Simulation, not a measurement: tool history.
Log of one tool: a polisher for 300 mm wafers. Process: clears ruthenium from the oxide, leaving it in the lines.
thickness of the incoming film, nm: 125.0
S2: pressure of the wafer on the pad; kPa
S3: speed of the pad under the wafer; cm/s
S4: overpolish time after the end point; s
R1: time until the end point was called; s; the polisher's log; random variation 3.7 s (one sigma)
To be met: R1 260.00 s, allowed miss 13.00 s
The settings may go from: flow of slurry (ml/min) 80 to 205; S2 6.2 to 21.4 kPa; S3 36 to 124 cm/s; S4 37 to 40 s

{"run": 1, "hour": 0.0, "flow of slurry (ml/min)": 135, "S2": 13.8, "S3": 80, "S4": 37, "R1": 155.58}
{"run": 2, "hour": 7.9, "flow of slurry (ml/min)": 135, "S2": 13.8, "S3": 80, "S4": 40, "R1": 150.9}
{"run": 3, "hour": 9.9, "flow of slurry (ml/min)": 135, "S2": 13.8, "S3": 92, "S4": 40, "R1": 135.29}
{"run": 4, "hour": 18.4, "flow of slurry (ml/min)": 135, "S2": 13.8, "S3": 92, "S4": 40, "R1": 137.32}
{"run": 5, "hour": 23.4, "flow of slurry (ml/min)": 135, "S2": 15.9, "S3": 92, "S4": 40, "R1": 121.21}
{"run": 6, "hour": 24.4, "flow of slurry (ml/min)": 135, "S2": 15.9, "S3": 78, "S4": 40, "R1": 138.9}
{"run": 7, "hour": 32.6, "flow of slurry (ml/min)": 135, "S2": 13.8, "S3": 76, "S4": 40, "R1": 164.36}
{"run": 8, "hour": 34.7, "flow of slurry (ml/min)": 135, "S2": 12.4, "S3": 76, "S4": 40, "R1": 180.28}
{"run": 9, "hour": 39.5, "flow of slurry (ml/min)": 135, "S2": 11.7, "S3": 76, "S4": 40, "R1": 187.01}
{"run": 10, "hour": 44.6, "flow of slurry (ml/min)": 135, "S2": 11.0, "S3": 76, "S4": 40, "R1": 198.66}
{"run": 11, "hour": 52.1, "flow of slurry (ml/min)": 135, "S2": 10.3, "S3": 76, "S4": 40, "R1": 213.87}
{"run": 12, "hour": 53.1, "flow of slurry (ml/min)": 135, "S2": 9.7, "S3": 76, "S4": 40, "R1": 227.37}
{"run": 13, "hour": 62.1, "flow of slurry (ml/min)": 135, "S2": 9.0, "S3": 76, "S4": 40, "R1": 241.39}

Which of these 5 next moves meets every target?
{"run": "A", "hour": 71.1, "flow of slurry (ml/min)": 140, "S2": 9.0, "S3": 84, "S4": 40, "R1": "?"}
{"run": "B", "hour": 71.1, "flow of slurry (ml/min)": 150, "S2": 8.3, "S3": 74, "S4": 38, "R1": "?"}
{"run": "C", "hour": 71.1, "flow of slurry (ml/min)": 125, "S2": 9.0, "S3": 62, "S4": 37, "R1": "?"}
{"run": "D", "hour": 71.1, "flow of slurry (ml/min)": 140, "S2": 11.0, "S3": 48, "S4": 40, "R1": "?"}
{"run": "E", "hour": 71.1, "flow of slurry (ml/min)": 155, "S2": 7.6, "S3": 68, "S4": 40, "R1": "?"}

move=A R1=218.94
move=B R1=259.44
move=C R1=290.94
move=D R1=285.24
move=E R1=300.52
A: further off than the last run
B: meets every target
C: takes the result that was furthest off past its target
D: takes the result that was furthest off past its target
E: takes the result that was furthest off past its target
The right move is B.
